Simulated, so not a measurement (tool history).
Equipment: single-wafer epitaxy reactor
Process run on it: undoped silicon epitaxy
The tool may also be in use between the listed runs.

run	day	wafer temperature setpoint (pyrometer-controlled) (deg C)	deposition time (s)	mean film thickness on the monitor wafer (angstrom)
1	0.000	655	460	826.17
2	0.112	653	460	781.88
3	0.279	643	460	616.64
4	0.321	637	460	525.15
5	0.600	637	516	591.44
6	0.962	638	516	606.29
7	1.175	639	516	618.28
8	1.471	639	516	621.68

Run 9 has not been measured yet. What should we expect?
9	1.783	640	516	?

For run 9 the tool returned mean film thickness on the monitor wafer (angstrom) 633.84.
